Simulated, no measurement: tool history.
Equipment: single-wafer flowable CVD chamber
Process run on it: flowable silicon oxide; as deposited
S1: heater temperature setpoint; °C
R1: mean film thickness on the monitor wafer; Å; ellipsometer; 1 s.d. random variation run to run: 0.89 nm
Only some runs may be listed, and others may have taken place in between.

run 1 day=0 | S1=105 chamber_pressure_(Torr)=0.719 RF_power_(W)=2450 deposition_time_(s)=703 | R1=3132.4
run 2 day=0.258 | S1=107 chamber_pressure_(Torr)=0.719 RF_power_(W)=2450 deposition_time_(s)=703 | R1=2919.2
run 3 day=0.408 | S1=109 chamber_pressure_(Torr)=0.719 RF_power_(W)=2450 deposition_time_(s)=703 | R1=2693.2
run 4 day=0.625 | S1=110 chamber_pressure_(Torr)=0.719 RF_power_(W)=2450 deposition_time_(s)=703 | R1=2596.9
run 5 day=0.862 | S1=110 chamber_pressure_(Torr)=0.719 RF_power_(W)=2450 deposition_time_(s)=703 | R1=2601.9
run 6 day=0.921 | S1=111 chamber_pressure_(Torr)=0.719 RF_power_(W)=2450 deposition_time_(s)=703 | R1=2502.2
run 7 day=1.242 | S1=112 chamber_pressure_(Torr)=0.719 RF_power_(W)=2450 deposition_time_(s)=703 | R1=2444.5
run 8 day=1.3 | S1=112 chamber_pressure_(Torr)=0.719 RF_power_(W)=2450 deposition_time_(s)=703 | R1=2419.7

Run 9 has not been measured yet. What should we expect?
run 9 day=1.608 | S1=112 chamber_pressure_(Torr)=0.719 RF_power_(W)=2450 deposition_time_(s)=703 | R1=?

Run 9 produced R1 2424 Å.
